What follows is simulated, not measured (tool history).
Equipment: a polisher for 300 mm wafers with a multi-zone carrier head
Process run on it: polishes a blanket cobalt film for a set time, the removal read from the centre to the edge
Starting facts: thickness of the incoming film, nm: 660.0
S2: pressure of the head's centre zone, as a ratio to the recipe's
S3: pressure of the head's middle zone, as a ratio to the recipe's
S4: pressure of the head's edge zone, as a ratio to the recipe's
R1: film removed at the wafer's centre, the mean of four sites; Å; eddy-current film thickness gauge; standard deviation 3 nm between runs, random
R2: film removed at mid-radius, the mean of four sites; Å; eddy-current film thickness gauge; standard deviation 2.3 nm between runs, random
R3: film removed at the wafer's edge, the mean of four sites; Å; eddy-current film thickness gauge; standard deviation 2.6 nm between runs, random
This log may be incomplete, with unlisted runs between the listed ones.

{"run": 1, "hour": 0.0, "flow of slurry (ml/min)": 180, "S2": 1.0, "S3": 1.0, "S4": 1.0, "polishing time (s)": 43, "R1": 2799.5, "R2": 2710.8, "R3": 2586.7}
{"run": 2, "hour": 1.4, "flow of slurry (ml/min)": 175, "S2": 0.99, "S3": 0.99, "S4": 0.99, "polishing time (s)": 42, "R1": 2694.7, "R2": 2651.4, "R3": 2538.9}
{"run": 3, "hour": 8.8, "flow of slurry (ml/min)": 175, "S2": 0.99, "S3": 0.98, "S4": 0.98, "polishing time (s)": 41, "R1": 2625.6, "R2": 2569.2, "R3": 2452.5}
{"run": 4, "hour": 9.4, "flow of slurry (ml/min)": 170, "S2": 0.98, "S3": 0.97, "S4": 0.97, "polishing time (s)": 40, "R1": 2547.2, "R2": 2531.5, "R3": 2344.1}
{"run": 5, "hour": 9.9, "flow of slurry (ml/min)": 170, "S2": 0.98, "S3": 0.9, "S4": 0.97, "polishing time (s)": 40, "R1": 2503.8, "R2": 2338.7, "R3": 2409.0}
{"run": 6, "hour": 12.5, "flow of slurry (ml/min)": 170, "S2": 0.98, "S3": 0.97, "S4": 0.97, "polishing time (s)": 40, "R1": 2458.5, "R2": 2493.6, "R3": 2410.7}
{"run": 7, "hour": 13.2, "flow of slurry (ml/min)": 170, "S2": 0.98, "S3": 0.96, "S4": 0.96, "polishing time (s)": 39, "R1": 2508.4, "R2": 2403.5, "R3": 2360.9}
{"run": 8, "hour": 15.0, "flow of slurry (ml/min)": 170, "S2": 0.98, "S3": 0.96, "S4": 0.96, "polishing time (s)": 39, "R1": 2450.8, "R2": 2402.6, "R3": 2288.0}
{"run": 9, "hour": 19.2, "flow of slurry (ml/min)": 165, "S2": 0.97, "S3": 0.95, "S4": 0.95, "polishing time (s)": 39, "R1": 2416.1, "R2": 2382.6, "R3": 2287.6}

What will run 10 give?
{"run": 10, "hour": 20.8, "flow of slurry (ml/min)": 160, "S2": 0.97, "S3": 0.94, "S4": 0.94, "polishing time (s)": 39, "R1": "?", "R2": "?", "R3": "?"}

{"run 10": {"R1": 2431.2, "R2": 2307.2, "R3": 2289.4}}
